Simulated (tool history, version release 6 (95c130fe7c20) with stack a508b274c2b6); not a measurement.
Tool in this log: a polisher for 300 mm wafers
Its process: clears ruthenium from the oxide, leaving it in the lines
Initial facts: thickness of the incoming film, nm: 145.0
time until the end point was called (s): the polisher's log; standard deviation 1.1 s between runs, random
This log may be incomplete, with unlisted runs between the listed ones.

| run | hour | flow of slurry (ml/min) | pressure of the wafer on the pad (psi) | speed of the pad under the wafer (m/s) | overpolish time after the end point (s) | time until the end point was called (s) |
|---|---|---|---|---|---|---|
| 1 | 0.0 | 320 | 1.8 | 1.28 | 24 | 127.64 |
| 2 | 6.0 | 320 | 1.9 | 1.28 | 24 | 119.89 |
| 3 | 11.2 | 320 | 2.0 | 1.28 | 24 | 114.78 |
| 4 | 16.9 | 320 | 2.0 | 1.28 | 24 | 114.47 |
| 5 | 21.5 | 320 | 2.0 | 1.28 | 24 | 114.99 |
| 6 | 26.5 | 320 | 2.0 | 1.28 | 25 | 115.96 |
| 7 | 33.7 | 320 | 2.0 | 1.28 | 25 | 115.22 |

Predict the results of run 8:
| 8 | 42.5 | 320 | 2.1 | 1.28 | 25 | ? |

{"run 8": {"time until the end point was called (s)": 110.15}}

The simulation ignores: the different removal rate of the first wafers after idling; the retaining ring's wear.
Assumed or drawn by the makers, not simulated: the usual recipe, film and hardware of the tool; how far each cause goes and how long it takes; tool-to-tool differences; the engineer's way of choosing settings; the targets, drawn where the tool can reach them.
